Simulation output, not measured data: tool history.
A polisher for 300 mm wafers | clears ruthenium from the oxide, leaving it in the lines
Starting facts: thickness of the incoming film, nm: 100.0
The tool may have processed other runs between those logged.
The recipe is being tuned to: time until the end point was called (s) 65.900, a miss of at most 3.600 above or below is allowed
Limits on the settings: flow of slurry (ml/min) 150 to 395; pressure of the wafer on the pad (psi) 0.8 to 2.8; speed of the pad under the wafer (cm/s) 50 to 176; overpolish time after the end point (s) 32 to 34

run,day,flow of slurry (ml/min),pressure of the wafer on the pad (psi),speed of the pad under the wafer (cm/s),overpolish time after the end point (s),time until the end point was called (s)
1,0.000,250,1.8,112,32,92.753
2,0.308,290,1.8,112,32,89.702
3,0.562,290,1.8,112,32,89.029
4,0.708,240,1.8,112,32,90.214
5,0.746,240,1.9,112,32,85.540
6,1.012,240,1.9,90,32,103.690
7,1.283,240,2.1,92,32,90.604
8,1.392,240,2.1,92,32,89.046
9,1.754,240,2.2,92,32,85.796
10,2.125,240,2.3,92,32,83.931
11,2.467,240,2.4,94,32,78.744

Exactly one of the 4 candidate moves below puts every result within its allowed miss. Which one?
A,2.808,245,1.8,100,32,?
B,2.808,265,2.7,114,32,?
C,2.808,250,2.6,106,34,?
D,2.808,245,2.4,78,32,?

move,time until the end point was called (s)
A,99.471
B,59.426
C,66.028
D,92.095
A: misses by more than the last run did
B: takes the result that was furthest off past its target
C: all results land within tolerance of their targets
D: misses by more than the last run did
C is the move that brings every result within its allowed miss.
